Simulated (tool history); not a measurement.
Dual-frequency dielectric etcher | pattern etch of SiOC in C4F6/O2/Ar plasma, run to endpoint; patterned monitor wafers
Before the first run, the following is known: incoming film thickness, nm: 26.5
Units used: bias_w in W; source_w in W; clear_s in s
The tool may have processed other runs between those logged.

| run | hour | bias_w | source_w | clear_s |
|---|---|---|---|---|
| 1 | 0 | 506 | 450 | 8.7507 |
| 2 | 5.5 | 470 | 450 | 8.9187 |
| 3 | 13.7 | 553 | 450 | 8.3441 |
| 4 | 20.2 | 553 | 410 | 8.6819 |
| 5 | 26.7 | 596 | 410 | 8.4119 |
| 6 | 30.6 | 550 | 400 | 8.6834 |
| 7 | 37.4 | 510 | 390 | 9.0591 |
| 8 | 44.7 | 483 | 390 | 9.2282 |
| 9 | 53.2 | 461 | 390 | 9.4248 |
| 10 | 58.9 | 446 | 390 | 9.5016 |

Expected results for the next run?
| 11 | 60.4 | 372 | 380 | ? |

{"run 11": {"clear_s": 10.324}}
